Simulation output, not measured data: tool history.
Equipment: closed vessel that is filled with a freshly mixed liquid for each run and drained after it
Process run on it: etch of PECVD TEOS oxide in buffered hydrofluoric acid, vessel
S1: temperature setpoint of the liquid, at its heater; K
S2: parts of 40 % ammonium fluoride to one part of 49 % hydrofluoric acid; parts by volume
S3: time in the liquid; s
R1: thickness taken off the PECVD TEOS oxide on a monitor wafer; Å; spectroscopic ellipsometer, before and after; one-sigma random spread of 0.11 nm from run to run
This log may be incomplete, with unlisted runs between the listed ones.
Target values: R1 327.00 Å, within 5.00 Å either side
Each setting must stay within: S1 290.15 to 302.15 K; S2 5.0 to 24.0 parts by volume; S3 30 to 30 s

{"run": 1, "day": 0.0, "S1": 294.15, "S2": 14.5, "S3": 30, "R1": 238.75}
{"run": 2, "day": 0.35, "S1": 295.65, "S2": 14.5, "S3": 30, "R1": 260.7}
{"run": 3, "day": 0.4, "S1": 296.65, "S2": 14.5, "S3": 30, "R1": 275.34}
{"run": 4, "day": 0.688, "S1": 294.15, "S2": 14.5, "S3": 30, "R1": 240.87}
{"run": 5, "day": 0.883, "S1": 295.65, "S2": 14.5, "S3": 30, "R1": 259.94}
{"run": 6, "day": 1.171, "S1": 295.65, "S2": 14.5, "S3": 30, "R1": 261.07}
{"run": 7, "day": 1.525, "S1": 296.65, "S2": 14.5, "S3": 30, "R1": 275.89}
{"run": 8, "day": 1.808, "S1": 297.15, "S2": 14.5, "S3": 30, "R1": 283.15}
{"run": 9, "day": 1.925, "S1": 300.15, "S2": 14.5, "S3": 30, "R1": 334.14}

Of the 4 settings listed for the next run, only one would bring every result within its allowed miss of target. Which one?
{"run": "A", "day": 2.042, "S1": 301.15, "S2": 15.5, "S3": 30, "R1": "?"}
{"run": "B", "day": 2.042, "S1": 302.15, "S2": 17.0, "S3": 30, "R1": "?"}
{"run": "C", "day": 2.042, "S1": 301.15, "S2": 15.0, "S3": 30, "R1": "?"}
{"run": "D", "day": 2.042, "S1": 301.65, "S2": 15.5, "S3": 30, "R1": "?"}

move=A R1=330.03
move=B R1=317.85
move=C R1=340.82
move=D R1=338.92
A: every result lands within tolerance
B: takes the result that was furthest off past its target
C: moves away from the targets compared with the last run
D: moves away from the targets compared with the last run
Answer: A

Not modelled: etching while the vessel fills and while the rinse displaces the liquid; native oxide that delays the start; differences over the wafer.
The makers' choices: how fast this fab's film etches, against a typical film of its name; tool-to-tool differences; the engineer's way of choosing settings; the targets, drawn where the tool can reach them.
